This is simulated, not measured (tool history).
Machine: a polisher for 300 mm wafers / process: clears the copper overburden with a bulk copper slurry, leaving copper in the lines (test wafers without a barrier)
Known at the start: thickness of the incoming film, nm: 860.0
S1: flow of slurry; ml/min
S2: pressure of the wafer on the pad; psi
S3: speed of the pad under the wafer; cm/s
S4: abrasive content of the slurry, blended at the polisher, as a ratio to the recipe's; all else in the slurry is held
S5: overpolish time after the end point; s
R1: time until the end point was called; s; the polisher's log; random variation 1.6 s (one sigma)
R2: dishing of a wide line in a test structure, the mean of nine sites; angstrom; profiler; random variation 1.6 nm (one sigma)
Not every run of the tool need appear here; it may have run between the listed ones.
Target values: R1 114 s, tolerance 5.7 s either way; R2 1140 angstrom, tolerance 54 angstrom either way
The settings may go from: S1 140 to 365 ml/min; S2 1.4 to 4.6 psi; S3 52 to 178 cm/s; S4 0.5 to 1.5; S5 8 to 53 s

run 1 day=0 | S1=235 S2=3 S3=114 S4=1 S5=27 | R1=75.325 R2=1155
run 2 day=0.096 | S1=280 S2=3 S3=114 S4=1 S5=27 | R1=73.272 R2=1151.7
run 3 day=0.471 | S1=275 S2=2.6 S3=110 S4=1 S5=33 | R1=86.088 R2=1144.7
run 4 day=0.612 | S1=270 S2=2.4 S3=108 S4=1 S5=37 | R1=93.212 R2=1085.6
run 5 day=0.925 | S1=270 S2=2.4 S3=90 S4=1 S5=37 | R1=108.89 R2=1068.9
run 6 day=1.117 | S1=270 S2=1.7 S3=90 S4=1 S5=37 | R1=154.16 R2=915.3
-- day=1.438 head pressure recalibrated
run 7 day=1.438 | S1=270 S2=1.9 S3=88 S4=1 S5=41 | R1=147.19 R2=945.78
run 8 day=1.633 | S1=285 S2=2.1 S3=86 S4=1 S5=45 | R1=137.31 R2=1000.5
run 9 day=1.771 | S1=285 S2=2.3 S3=86 S4=1 S5=48 | R1=126.92 R2=1079

Of the 4 settings listed for the next run, only one would bring every result within its allowed miss of target. Which one?
run A day=1.908 | S1=215 S2=2.4 S3=94 S4=1 S5=53 | R1=? R2=?
run B day=1.908 | S1=220 S2=2.7 S3=68 S4=0.75 S5=53 | R1=? R2=?
run C day=1.908 | S1=260 S2=2.5 S3=102 S4=0.95 S5=47 | R1=? R2=?
run D day=1.908 | S1=350 S2=2.7 S3=92 S4=0.75 S5=45 | R1=? R2=?

move=A R1=113.28 R2=1121
move=B R1=133.61 R2=1126.1
move=C R1=101.08 R2=1132.2
move=D R1=102.72 R2=1144.8
A: every result lands within tolerance
B: misses by more than the last run did
C: takes the biggest miss from the last run beyond its target
D: takes the biggest miss from the last run beyond its target
Move A is the one to make.

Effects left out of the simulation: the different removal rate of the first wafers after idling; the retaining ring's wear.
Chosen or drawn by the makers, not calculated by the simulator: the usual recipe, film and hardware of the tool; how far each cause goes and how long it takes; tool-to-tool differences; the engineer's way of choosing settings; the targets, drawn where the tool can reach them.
